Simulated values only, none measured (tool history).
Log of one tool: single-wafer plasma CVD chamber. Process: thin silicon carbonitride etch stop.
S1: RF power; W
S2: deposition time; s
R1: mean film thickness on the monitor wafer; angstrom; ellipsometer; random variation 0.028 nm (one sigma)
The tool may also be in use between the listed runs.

run  hour   S1    S2      R1
  1     0  240  16.4  98.916
  2   3.9  255  16.6  101.41
  3   6.7  270  16.6  103.09
  4  15.4  270  15.1  93.287
  5  23.1  280  15.6  98.268
  6  31.3  280    17  106.52
  7  32.5  280    17  106.31

Run 8 comes next. What will it give?
  8  40.6  285  17.1   ?

{"run 8": {"R1": 107.34}}

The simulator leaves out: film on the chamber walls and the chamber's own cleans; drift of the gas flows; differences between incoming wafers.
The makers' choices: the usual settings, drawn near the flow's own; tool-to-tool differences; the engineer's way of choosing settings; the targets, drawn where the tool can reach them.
